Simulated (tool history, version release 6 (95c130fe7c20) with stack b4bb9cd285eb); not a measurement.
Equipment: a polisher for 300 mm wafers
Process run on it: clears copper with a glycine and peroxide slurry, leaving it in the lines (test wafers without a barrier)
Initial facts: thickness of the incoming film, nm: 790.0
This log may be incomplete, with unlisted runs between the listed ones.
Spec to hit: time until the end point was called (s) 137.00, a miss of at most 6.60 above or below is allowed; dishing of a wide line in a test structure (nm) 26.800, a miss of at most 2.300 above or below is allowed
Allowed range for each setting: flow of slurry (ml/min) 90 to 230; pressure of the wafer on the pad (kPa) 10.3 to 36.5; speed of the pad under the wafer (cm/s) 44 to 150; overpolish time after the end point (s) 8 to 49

run,hour,flow of slurry (ml/min),pressure of the wafer on the pad (kPa),speed of the pad under the wafer (cm/s),overpolish time after the end point (s),time until the end point was called (s),dishing of a wide line in a test structure (nm)
1,0.0,150,23.4,96,25,150.36,48.592
2,3.6,150,27.6,96,25,130.07,50.327
3,9.9,140,26.9,98,23,132.89,48.273
4,11.8,160,26.9,98,23,128.80,48.613
5,15.4,170,25.5,102,21,128.53,47.627
6,19.3,160,24.8,104,19,133.78,44.438
7,24.3,150,24.1,110,18,133.55,42.434
8,27.5,140,23.4,116,17,134.24,42.122
9,35.6,180,16.5,144,8,150.29,26.144

Exercise: of the 4 proposed moves below, exactly one satisfies all targets within the stated allowed misses. Which move is it?
A,43.7,210,20.7,108,8,?,?
B,43.7,185,19.3,120,9,?,?
C,43.7,180,17.9,150,8,?,?
D,43.7,185,16.5,142,9,?,?

move,time until the end point was called (s),dishing of a wide line in a test structure (nm)
A,147.03,26.825
B,148.89,28.697
C,138.35,27.632
D,152.70,27.937
A: closes in on the targets versus the last run, not all within tolerance yet
B: closes in on the targets versus the last run, not all within tolerance yet
C: all results in spec
D: lands further from the targets than the last run did
C meets every target.

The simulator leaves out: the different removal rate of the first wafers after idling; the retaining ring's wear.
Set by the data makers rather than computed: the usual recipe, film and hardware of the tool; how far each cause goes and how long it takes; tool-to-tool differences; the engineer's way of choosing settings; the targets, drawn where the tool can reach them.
